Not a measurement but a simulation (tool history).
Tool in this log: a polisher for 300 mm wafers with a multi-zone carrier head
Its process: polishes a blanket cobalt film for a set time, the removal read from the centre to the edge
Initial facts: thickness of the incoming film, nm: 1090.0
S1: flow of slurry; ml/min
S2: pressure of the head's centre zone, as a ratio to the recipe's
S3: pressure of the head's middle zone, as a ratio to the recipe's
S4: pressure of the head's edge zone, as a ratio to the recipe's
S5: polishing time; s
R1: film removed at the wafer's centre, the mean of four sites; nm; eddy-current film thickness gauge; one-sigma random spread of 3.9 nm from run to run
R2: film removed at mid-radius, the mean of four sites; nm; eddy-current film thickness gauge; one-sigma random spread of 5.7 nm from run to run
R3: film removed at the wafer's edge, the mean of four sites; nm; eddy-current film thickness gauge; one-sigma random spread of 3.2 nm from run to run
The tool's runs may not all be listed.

run	day	S1	S2	S3	S4	S5	R1	R2	R3
1	0	265	1	1	1	61	382.28	399.49	402.74
2	0.067	270	1.02	1.01	1.01	61	388.54	394.31	407.81
3	0.442	210	1.02	1.01	1.01	61	370.31	373.71	397.1
4	0.496	210	1.02	1.07	1.01	61	376.3	383.08	393.54
5	0.817	230	1.03	1.08	1.02	62	389.76	409.42	408.9
6	1.183	230	1.03	1.08	1.06	62	389.51	402.18	410.68

The next listed run, before its measurement:
7	1.483	245	1.04	1.09	1.07	62	?	?	?

{"run 7": {"R1": 398.94, "R2": 414.95, "R3": 415.25}}
